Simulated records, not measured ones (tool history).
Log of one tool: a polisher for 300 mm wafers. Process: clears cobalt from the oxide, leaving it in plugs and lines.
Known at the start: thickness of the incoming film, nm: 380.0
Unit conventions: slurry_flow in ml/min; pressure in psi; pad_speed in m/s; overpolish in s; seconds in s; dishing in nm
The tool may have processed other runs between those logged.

| run | day | slurry_flow | pressure | pad_speed | overpolish | seconds | dishing |
|---|---|---|---|---|---|---|---|
| 1 | 0 | 180 | 2 | 0.86 | 14 | 86.189 | 38.679 |
| 2 | 0.042 | 180 | 2 | 0.86 | 9 | 87.674 | 27.832 |
| 3 | 0.233 | 205 | 2 | 0.86 | 9 | 85.709 | 28.856 |
| 4 | 0.254 | 205 | 2 | 0.74 | 9 | 94.167 | 25.783 |
| 5 | 0.583 | 195 | 1.9 | 0.74 | 11 | 99.562 | 28.863 |
| 6 | 0.771 | 195 | 1.9 | 0.74 | 13 | 99.567 | 33.999 |
| 7 | 1.096 | 190 | 1.8 | 0.74 | 13 | 104.71 | 32.597 |
| 8 | 1.25 | 185 | 1.7 | 0.74 | 13 | 112 | 29.778 |
| 9 | 1.392 | 175 | 1.6 | 0.74 | 14 | 117.72 | 31.439 |

Predict the results of run 10:
| 10 | 1.629 | 170 | 1.6 | 0.74 | 14 | ? | ? |

seconds: 115.18 s
dishing: 30.682 nm
